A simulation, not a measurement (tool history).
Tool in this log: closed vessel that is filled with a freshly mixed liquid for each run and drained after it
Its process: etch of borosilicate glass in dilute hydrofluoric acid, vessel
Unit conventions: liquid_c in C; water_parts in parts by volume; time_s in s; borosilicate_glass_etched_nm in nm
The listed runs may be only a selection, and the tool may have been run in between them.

{"run": 1, "hour": 0.0, "liquid_c": 26, "water_parts": 245, "time_s": 185, "borosilicate_glass_etched_nm": 18.571}
{"run": 2, "hour": 1.4, "liquid_c": 28.5, "water_parts": 205, "time_s": 185, "borosilicate_glass_etched_nm": 25.325}
{"run": 3, "hour": 7.4, "liquid_c": 30, "water_parts": 180, "time_s": 185, "borosilicate_glass_etched_nm": 31.493}
{"run": 4, "hour": 10.9, "liquid_c": 31.5, "water_parts": 165, "time_s": 185, "borosilicate_glass_etched_nm": 37.057}
{"run": 5, "hour": 14.8, "liquid_c": 31.5, "water_parts": 165, "time_s": 145, "borosilicate_glass_etched_nm": 28.718}
{"run": 6, "hour": 16.8, "liquid_c": 31.5, "water_parts": 165, "time_s": 145, "borosilicate_glass_etched_nm": 28.513}

Run 7 is up next; what results do you expect?
{"run": 7, "hour": 19.3, "liquid_c": 32.5, "water_parts": 140, "time_s": 145, "borosilicate_glass_etched_nm": "?"}

{"run 7": {"borosilicate_glass_etched_nm": 36.192}}

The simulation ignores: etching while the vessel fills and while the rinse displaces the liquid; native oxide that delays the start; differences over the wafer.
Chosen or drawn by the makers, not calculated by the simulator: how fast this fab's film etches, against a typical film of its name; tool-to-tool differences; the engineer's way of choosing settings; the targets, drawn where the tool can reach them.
